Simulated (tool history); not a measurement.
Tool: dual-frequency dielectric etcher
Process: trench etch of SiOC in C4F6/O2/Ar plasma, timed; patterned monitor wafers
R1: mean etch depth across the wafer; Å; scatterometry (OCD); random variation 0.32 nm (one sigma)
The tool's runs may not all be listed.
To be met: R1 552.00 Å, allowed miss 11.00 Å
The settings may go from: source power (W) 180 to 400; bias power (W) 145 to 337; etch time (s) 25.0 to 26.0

run 1 hour=0.0 | source_power_(W)=290 bias_power_(W)=241 etch_time_(s)=25.0 | R1=490.48
run 2 hour=5.5 | source_power_(W)=250 bias_power_(W)=241 etch_time_(s)=25.0 | R1=445.66
run 3 hour=8.9 | source_power_(W)=210 bias_power_(W)=241 etch_time_(s)=25.0 | R1=402.49
run 4 hour=12.9 | source_power_(W)=210 bias_power_(W)=241 etch_time_(s)=26.0 | R1=417.15
run 5 hour=18.2 | source_power_(W)=220 bias_power_(W)=242 etch_time_(s)=26.0 | R1=430.85
run 6 hour=25.2 | source_power_(W)=230 bias_power_(W)=243 etch_time_(s)=26.0 | R1=440.28
run 7 hour=28.9 | source_power_(W)=240 bias_power_(W)=244 etch_time_(s)=26.0 | R1=457.72
run 8 hour=34.7 | source_power_(W)=250 bias_power_(W)=245 etch_time_(s)=26.0 | R1=463.24
run 9 hour=43.1 | source_power_(W)=250 bias_power_(W)=245 etch_time_(s)=26.0 | R1=465.76
run 10 hour=47.6 | source_power_(W)=260 bias_power_(W)=246 etch_time_(s)=26.0 | R1=482.69
run 11 hour=49.4 | source_power_(W)=270 bias_power_(W)=247 etch_time_(s)=26.0 | R1=488.09
-- hour=53.1 bias power generator calibrated
run 12 hour=53.1 | source_power_(W)=280 bias_power_(W)=248 etch_time_(s)=26.0 | R1=506.18
run 13 hour=59.2 | source_power_(W)=300 bias_power_(W)=250 etch_time_(s)=26.0 | R1=524.00
run 14 hour=65.5 | source_power_(W)=310 bias_power_(W)=252 etch_time_(s)=26.0 | R1=537.64

4 next moves are on the table. One of them brings every result within its allowed miss. Which?
run A hour=71.8 | source_power_(W)=320 bias_power_(W)=273 etch_time_(s)=25.5 | R1=?
run B hour=71.8 | source_power_(W)=320 bias_power_(W)=254 etch_time_(s)=25.0 | R1=?
run C hour=71.8 | source_power_(W)=290 bias_power_(W)=277 etch_time_(s)=26.0 | R1=?
run D hour=71.8 | source_power_(W)=290 bias_power_(W)=299 etch_time_(s)=25.0 | R1=?

move=A R1=548.50
move=B R1=525.09
move=C R1=532.80
move=D R1=525.75
A: meets every target
B: further off than the last run
C: further off than the last run
D: further off than the last run
Answer: A
